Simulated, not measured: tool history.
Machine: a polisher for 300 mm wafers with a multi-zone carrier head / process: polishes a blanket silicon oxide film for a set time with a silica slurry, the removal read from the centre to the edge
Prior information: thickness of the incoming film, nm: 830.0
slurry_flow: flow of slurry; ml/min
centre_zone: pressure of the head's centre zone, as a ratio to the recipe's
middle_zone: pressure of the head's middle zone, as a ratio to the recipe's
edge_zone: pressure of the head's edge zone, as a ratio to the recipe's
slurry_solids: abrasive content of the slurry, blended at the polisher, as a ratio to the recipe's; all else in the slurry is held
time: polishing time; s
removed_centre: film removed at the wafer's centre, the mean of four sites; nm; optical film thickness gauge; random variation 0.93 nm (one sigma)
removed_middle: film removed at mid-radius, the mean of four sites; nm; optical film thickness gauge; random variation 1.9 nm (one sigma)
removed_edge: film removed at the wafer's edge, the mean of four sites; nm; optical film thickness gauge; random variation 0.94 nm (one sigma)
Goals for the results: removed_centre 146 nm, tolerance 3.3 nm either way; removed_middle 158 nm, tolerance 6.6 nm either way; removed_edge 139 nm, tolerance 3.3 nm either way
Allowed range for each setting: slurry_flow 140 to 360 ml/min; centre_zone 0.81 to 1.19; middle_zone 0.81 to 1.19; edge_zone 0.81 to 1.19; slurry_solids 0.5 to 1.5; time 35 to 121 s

run	day	slurry_flow	centre_zone	middle_zone	edge_zone	slurry_solids	time	removed_centre	removed_middle	removed_edge
1	0	230	1	1	1	1	78	249.92	249.26	254.3
2	0.125	230	0.99	1.02	0.96	0.9	73	226.31	225.32	228.53
3	0.392	235	0.98	1.06	0.92	0.8	67	199.5	207.1	191.39
4	0.421	235	0.98	1.06	0.92	0.7	67	187.82	192.54	184.16
5	0.621	235	0.98	1.06	0.92	0.6	67	178.8	183.59	173.05
6	0.875	235	1.05	1.06	0.92	0.6	67	185.21	182.87	171.55
7	1.246	225	1.02	1.07	0.9	0.6	65	176.17	181.82	166.64
8	1.621	225	1.01	1.07	0.89	0.6	63	168.44	173.88	158.68
9	1.742	210	1	1.07	0.87	0.6	63	167.89	166.59	156.91
10	2.096	205	0.98	1.09	0.86	0.6	63	163.27	172.54	156.45
11	2.238	200	0.98	1.1	0.85	0.6	62	160.29	169.62	151.84
12	2.583	190	0.97	1.11	0.84	0.6	62	158.05	171.57	147.77
13	2.854	180	0.96	1.11	0.83	0.6	62	156.22	169.08	149.34
14	2.979	175	0.96	1.11	0.83	0.6	62	155.21	172.47	147.63
15	3.071	175	0.96	1.11	0.83	0.6	62	153.95	169.63	148.81

Exactly one of the 5 candidate moves below puts every result within its allowed miss. Which one?
A	3.162	160	1	1.12	0.85	0.75	53	?	?	?
B	3.162	180	0.96	1.03	0.82	0.6	54	?	?	?
C	3.162	200	0.95	1.15	0.81	0.5	59	?	?	?
D	3.162	160	0.9	1.14	0.85	0.55	64	?	?	?
E	3.162	215	1.01	1.14	0.81	0.5	59	?	?	?

move	removed_centre	removed_middle	removed_edge
A	147.1	158.91	137.37
B	136.93	140.59	127.94
C	140.74	159.25	130.43
D	148.27	172.08	146.43
E	147.09	159.6	131.41
A: in spec on every target
B: takes the biggest miss from the last run beyond its target
C: takes the biggest miss from the last run beyond its target
D: an improvement on the last run, though not all results are within tolerance
E: takes the biggest miss from the last run beyond its target
A meets every target.

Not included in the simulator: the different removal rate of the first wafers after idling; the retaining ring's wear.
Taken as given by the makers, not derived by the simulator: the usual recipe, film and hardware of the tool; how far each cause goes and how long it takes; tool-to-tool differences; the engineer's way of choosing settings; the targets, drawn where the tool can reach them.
